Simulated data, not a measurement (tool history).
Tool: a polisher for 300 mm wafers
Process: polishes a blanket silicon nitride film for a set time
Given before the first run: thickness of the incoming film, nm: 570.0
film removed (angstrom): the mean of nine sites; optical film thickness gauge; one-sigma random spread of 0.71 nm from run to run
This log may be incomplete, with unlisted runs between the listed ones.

run,hour,flow of slurry (ml/min),pressure of the wafer on the pad (kPa),speed of the pad under the wafer (cm/s),polishing time (s),film removed (angstrom)
1,0.0,215,33.1,118,42,1052.00
2,9.0,215,30.3,118,42,953.56
3,15.9,215,30.3,118,37,841.52
4,22.1,215,30.3,118,37,859.96
5,27.2,215,30.3,130,37,916.14
6,29.2,245,30.3,130,37,951.73
7,34.1,235,29.0,130,37,868.97
8,43.1,235,28.3,130,37,861.48
9,52.2,230,27.6,130,37,856.11

Expected results for the next run?
10,56.8,230,26.2,130,37,?

Run 10 came out at film removed (angstrom) 824.82.
